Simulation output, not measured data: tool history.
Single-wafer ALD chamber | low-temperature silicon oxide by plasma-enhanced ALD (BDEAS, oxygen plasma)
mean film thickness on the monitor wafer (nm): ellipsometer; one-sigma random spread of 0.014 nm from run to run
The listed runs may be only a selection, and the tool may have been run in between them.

run	hour	heater temperature setpoint (°C)	number of ALD cycles (cycles)	mean film thickness on the monitor wafer (nm)
1	0	100	39	5.5511
2	7.2	110	39	5.4455
3	8.3	109	40	5.6294
4	14.8	109	41	5.759
5	16.5	109	42	5.9101
6	25.3	109	38	5.307
7	33	108	39	5.4832
8	38.9	107	40	5.654

What does the tool deliver on the next run?
9	40.4	106	41	?

mean film thickness on the monitor wafer (nm): 5.7841
